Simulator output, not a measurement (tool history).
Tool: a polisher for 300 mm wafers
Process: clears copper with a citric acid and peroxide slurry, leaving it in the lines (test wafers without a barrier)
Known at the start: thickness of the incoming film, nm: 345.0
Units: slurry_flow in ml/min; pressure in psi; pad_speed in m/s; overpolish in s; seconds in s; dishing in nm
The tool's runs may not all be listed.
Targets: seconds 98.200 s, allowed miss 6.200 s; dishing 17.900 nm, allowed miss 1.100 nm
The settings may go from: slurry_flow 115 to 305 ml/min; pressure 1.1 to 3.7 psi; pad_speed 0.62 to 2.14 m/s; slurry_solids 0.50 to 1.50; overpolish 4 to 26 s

run    day  slurry_flow  pressure  pad_speed  slurry_solids  overpolish  seconds  dishing
  1  0.000          195       2.4       1.38           1.00          13  165.070   18.796
  2  0.025          195       2.4       1.38           1.15          13  159.620   20.179
  3  0.288          190       2.8       1.42           1.05          11  138.180   19.531
  4  0.371          190       2.6       1.42           1.05          11  147.930   18.123
  5  0.508          185       2.9       1.46           1.00           9  128.120   16.584
  6  0.821          185       2.3       1.46           1.00           9  162.560   13.530
  7  1.108          185       2.7       1.50           0.95           8  141.920   14.343
  8  1.450          190       3.3       1.58           0.95           6  108.660   13.779
  9  1.704          190       3.3       1.60           1.00           7  109.350   16.302

4 next moves are on the table. One of them brings every result within its allowed miss. Which?
  A  1.958          175       3.6       1.58           1.05           7        ?        ?
  B  1.958          265       3.7       1.50           0.95           6        ?        ?
  C  1.958          200       2.7       1.56           1.25           8        ?        ?
  D  1.958          180       3.2       1.58           0.95           9        ?        ?

move  seconds  dishing
   A   99.947   17.935
   B   98.787   15.719
   C  127.820   16.081
   D  113.680   20.026
A: meets every target
B: brings the result that was furthest off to its target, and leaves another outside
C: further off than the last run
D: further off than the last run
Move A is the one to make.
